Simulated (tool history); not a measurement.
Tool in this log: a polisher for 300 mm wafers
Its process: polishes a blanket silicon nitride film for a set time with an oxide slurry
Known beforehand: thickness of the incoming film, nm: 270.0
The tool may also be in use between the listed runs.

run	hour	flow of slurry (ml/min)	pressure of the wafer on the pad (psi)	speed of the pad under the wafer (cm/s)	abrasive content of the slurry	polishing time (s)	film removed (Å)
1	0.0	310	4.6	100	1.0	112	763.50
2	8.7	310	4.6	100	1.2	112	791.64
3	9.3	310	4.9	100	1.2	112	849.49
4	11.3	310	5.1	100	1.2	112	878.48
5	14.6	310	5.1	86	1.2	112	779.89
6	18.2	310	5.1	68	1.2	112	658.55
7	19.1	315	6.4	70	1.2	112	830.52

What will run 8 give?
8	27.1	315	6.6	72	1.2	112	?

{"run 8": {"film removed (Å)": 868.18}}
